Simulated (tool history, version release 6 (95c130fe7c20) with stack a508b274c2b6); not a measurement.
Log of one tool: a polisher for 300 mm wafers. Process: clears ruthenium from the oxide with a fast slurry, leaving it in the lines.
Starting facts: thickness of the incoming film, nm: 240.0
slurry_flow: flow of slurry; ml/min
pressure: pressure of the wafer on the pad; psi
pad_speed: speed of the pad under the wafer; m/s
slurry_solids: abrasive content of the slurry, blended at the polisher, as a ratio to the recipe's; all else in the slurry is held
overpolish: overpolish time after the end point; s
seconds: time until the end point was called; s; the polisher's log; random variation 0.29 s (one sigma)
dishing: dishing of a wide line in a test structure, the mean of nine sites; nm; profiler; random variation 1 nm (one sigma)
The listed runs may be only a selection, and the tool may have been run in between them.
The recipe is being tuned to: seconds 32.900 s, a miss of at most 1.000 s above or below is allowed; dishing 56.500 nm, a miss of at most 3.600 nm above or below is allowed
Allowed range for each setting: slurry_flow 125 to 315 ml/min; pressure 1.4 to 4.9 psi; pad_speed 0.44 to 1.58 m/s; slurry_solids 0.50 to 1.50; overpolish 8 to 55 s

| run | hour | slurry_flow | pressure | pad_speed | slurry_solids | overpolish | seconds | dishing |
|---|---|---|---|---|---|---|---|---|
| 1 | 0.0 | 205 | 3.1 | 1.00 | 1.00 | 28 | 51.593 | 75.789 |
| 2 | 8.6 | 205 | 3.1 | 1.00 | 1.10 | 28 | 49.016 | 76.995 |
| 3 | 13.0 | 205 | 3.1 | 0.84 | 1.10 | 28 | 57.237 | 68.715 |
| 4 | 14.1 | 205 | 3.1 | 0.84 | 1.25 | 28 | 53.745 | 75.077 |
| 5 | 15.0 | 245 | 3.1 | 0.84 | 1.25 | 28 | 52.716 | 73.843 |
| 6 | 23.3 | 245 | 3.1 | 0.64 | 1.25 | 28 | 69.255 | 58.978 |
| 7 | 24.0 | 260 | 3.4 | 0.66 | 1.25 | 24 | 61.824 | 56.181 |
| 8 | 28.1 | 260 | 3.7 | 0.70 | 1.25 | 21 | 55.114 | 57.791 |
| 9 | 31.9 | 270 | 3.9 | 0.74 | 1.25 | 19 | 50.512 | 57.408 |
| 10 | 33.0 | 280 | 4.1 | 0.78 | 1.25 | 17 | 46.319 | 58.279 |
| 11 | 33.7 | 235 | 4.9 | 0.94 | 1.25 | 8 | 34.462 | 38.463 |
| 12 | 40.0 | 245 | 4.9 | 0.94 | 1.25 | 9 | 34.067 | 42.572 |
| 13 | 44.6 | 255 | 4.9 | 0.94 | 1.25 | 10 | 34.359 | 44.953 |
| 14 | 52.1 | 265 | 4.9 | 0.94 | 1.25 | 10 | 34.066 | 45.945 |
| 15 | 53.2 | 275 | 4.9 | 0.98 | 1.25 | 19 | 32.470 | 77.284 |
| 16 | 58.0 | 260 | 4.9 | 0.98 | 1.25 | 19 | 32.960 | 81.588 |
| 17 | 61.3 | 250 | 4.9 | 1.00 | 1.25 | 18 | 32.498 | 74.974 |
| 18 | 67.8 | 195 | 4.8 | 1.06 | 1.25 | 10 | 31.857 | 50.351 |

Consider the 5 candidate settings below. Which is the only one whose results all fall within their allowed miss of target?
| A | 74.3 | 245 | 4.9 | 1.24 | 1.05 | 10 | ? | ? |
| B | 74.3 | 205 | 4.9 | 1.08 | 1.30 | 11 | ? | ? |
| C | 74.3 | 175 | 4.6 | 1.04 | 1.30 | 12 | ? | ? |
| D | 74.3 | 155 | 4.4 | 1.10 | 1.25 | 9 | ? | ? |
| E | 74.3 | 190 | 4.4 | 1.18 | 1.25 | 10 | ? | ? |

| move | seconds | dishing |
|---|---|---|
| A | 29.147 | 51.971 |
| B | 30.054 | 54.653 |
| C | 33.163 | 54.172 |
| D | 33.487 | 42.675 |
| E | 30.652 | 49.946 |
A: its largest miss is bigger than the last run's
B: the worst result of the last run now meets its target, but another is out of spec
C: hits every target within its allowed miss
D: its largest miss is bigger than the last run's
E: its largest miss is bigger than the last run's
Correct choice: C, which meets every target
